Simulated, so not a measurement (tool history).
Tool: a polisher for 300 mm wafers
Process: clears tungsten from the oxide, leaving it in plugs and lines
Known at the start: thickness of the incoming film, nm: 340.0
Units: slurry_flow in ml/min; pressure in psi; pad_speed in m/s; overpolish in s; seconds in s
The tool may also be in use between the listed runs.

{"run": 1, "day": 0.0, "slurry_flow": 190, "pressure": 4.6, "pad_speed": 1.4, "slurry_solids": 1.0, "overpolish": 9, "seconds": 38.707}
{"run": 2, "day": 0.133, "slurry_flow": 165, "pressure": 4.6, "pad_speed": 1.4, "slurry_solids": 1.0, "overpolish": 9, "seconds": 39.55}
{"run": 3, "day": 0.267, "slurry_flow": 165, "pressure": 4.6, "pad_speed": 1.4, "slurry_solids": 1.2, "overpolish": 9, "seconds": 37.513}
{"run": 4, "day": 0.575, "slurry_flow": 165, "pressure": 4.8, "pad_speed": 1.4, "slurry_solids": 1.2, "overpolish": 9, "seconds": 36.322}
{"run": 5, "day": 0.629, "slurry_flow": 165, "pressure": 5.0, "pad_speed": 1.4, "slurry_solids": 1.2, "overpolish": 9, "seconds": 34.432}
{"run": 6, "day": 0.938, "slurry_flow": 165, "pressure": 5.2, "pad_speed": 1.4, "slurry_solids": 1.2, "overpolish": 9, "seconds": 33.709}
{"run": 7, "day": 1.108, "slurry_flow": 165, "pressure": 5.2, "pad_speed": 1.4, "slurry_solids": 1.2, "overpolish": 9, "seconds": 33.487}
{"run": 8, "day": 1.45, "slurry_flow": 165, "pressure": 5.4, "pad_speed": 1.4, "slurry_solids": 1.2, "overpolish": 9, "seconds": 31.956}

Forecast run 9:
{"day": 1.667, "done": "slurry nozzle cleaned"}
{"run": 9, "day": 1.667, "slurry_flow": 165, "pressure": 5.6, "pad_speed": 1.4, "slurry_solids": 1.2, "overpolish": 9, "seconds": "?"}

{"run 9": {"seconds": 28.841}}
